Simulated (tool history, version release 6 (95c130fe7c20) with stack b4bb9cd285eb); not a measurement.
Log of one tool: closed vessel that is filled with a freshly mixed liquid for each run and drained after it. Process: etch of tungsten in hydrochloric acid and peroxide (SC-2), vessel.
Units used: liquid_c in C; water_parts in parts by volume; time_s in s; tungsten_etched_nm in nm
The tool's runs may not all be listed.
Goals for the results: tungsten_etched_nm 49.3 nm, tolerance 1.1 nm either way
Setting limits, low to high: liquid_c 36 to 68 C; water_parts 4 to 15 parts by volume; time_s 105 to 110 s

Run 1, hour 0: liquid_c 52 C, water_parts 8.5 parts by volume, time_s 105 s. Result: tungsten_etched_nm 36.892 nm.
Run 2, hour 7.5: liquid_c 48 C, water_parts 8.5 parts by volume, time_s 105 s. Result: tungsten_etched_nm 28.24 nm.
Run 3, hour 11: liquid_c 42.5 C, water_parts 8.5 parts by volume, time_s 105 s. Result: tungsten_etched_nm 19.306 nm.
Run 4, hour 13.5: liquid_c 42.5 C, water_parts 8.5 parts by volume, time_s 110 s. Result: tungsten_etched_nm 20.453 nm.
Run 5, hour 16.9: liquid_c 42.5 C, water_parts 8.5 parts by volume, time_s 105 s. Result: tungsten_etched_nm 19.429 nm.
Run 6, hour 22.1: liquid_c 44.5 C, water_parts 8.5 parts by volume, time_s 105 s. Result: tungsten_etched_nm 22.376 nm.
Run 7, hour 25.8: liquid_c 52.5 C, water_parts 8.5 parts by volume, time_s 105 s. Result: tungsten_etched_nm 38.198 nm.
Run 8, hour 31.6: liquid_c 53 C, water_parts 8.5 parts by volume, time_s 105 s. Result: tungsten_etched_nm 39.39 nm.
Run 9, hour 34.4: liquid_c 53.5 C, water_parts 8.5 parts by volume, time_s 105 s. Result: tungsten_etched_nm 41.012 nm.
Run 10, hour 42.7: liquid_c 57 C, water_parts 8.5 parts by volume, time_s 105 s. Result: tungsten_etched_nm 51.169 nm.
At hour 48.9: new drum of peroxide connected.
Run 11, hour 48.9: liquid_c 56.5 C, water_parts 8.5 parts by volume, time_s 105 s. Result: tungsten_etched_nm 51.695 nm.

Which of these 4 next moves meets every target?
Run A, hour 55.1: liquid_c 56.5 C, water_parts 8 parts by volume, time_s 105 s. Result: tungsten_etched_nm ?.
Run B, hour 55.1: liquid_c 63.5 C, water_parts 13 parts by volume, time_s 105 s. Result: tungsten_etched_nm ?.
Run C, hour 55.1: liquid_c 57 C, water_parts 10 parts by volume, time_s 110 s. Result: tungsten_etched_nm ?.
Run D, hour 55.1: liquid_c 59 C, water_parts 9.5 parts by volume, time_s 105 s. Result: tungsten_etched_nm ?.

move  tungsten_etched_nm
   A              54.124
   B               55.98
   C              48.787
   D              55.174
A: moves away from the targets compared with the last run
B: moves away from the targets compared with the last run
C: meets every target
D: moves away from the targets compared with the last run
So the answer is move C, the one that meets all the targets.
